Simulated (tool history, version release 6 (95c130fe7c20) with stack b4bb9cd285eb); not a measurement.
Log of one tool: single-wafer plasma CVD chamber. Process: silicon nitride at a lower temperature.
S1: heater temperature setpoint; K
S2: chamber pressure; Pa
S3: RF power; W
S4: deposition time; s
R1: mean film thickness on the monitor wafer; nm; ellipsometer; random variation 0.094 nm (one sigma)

run 1 hour=0.0 | S1=603.15 S2=265 S3=340 S4=19.0 | R1=26.452
run 2 hour=2.9 | S1=603.15 S2=247 S3=340 S4=19.0 | R1=25.991
run 3 hour=6.7 | S1=603.15 S2=288 S3=340 S4=19.0 | R1=26.927
run 4 hour=8.6 | S1=603.15 S2=264 S3=335 S4=19.0 | R1=26.235
run 5 hour=12.4 | S1=603.15 S2=247 S3=330 S4=19.0 | R1=25.644
run 6 hour=16.6 | S1=603.15 S2=275 S3=330 S4=19.0 | R1=25.896
run 7 hour=17.6 | S1=603.15 S2=221 S3=305 S4=19.0 | R1=23.792

Run 8 comes next. What will it give?
run 8 hour=18.5 | S1=603.15 S2=225 S3=305 S4=19.0 | R1=?

{"run 8": {"R1": 23.808}}
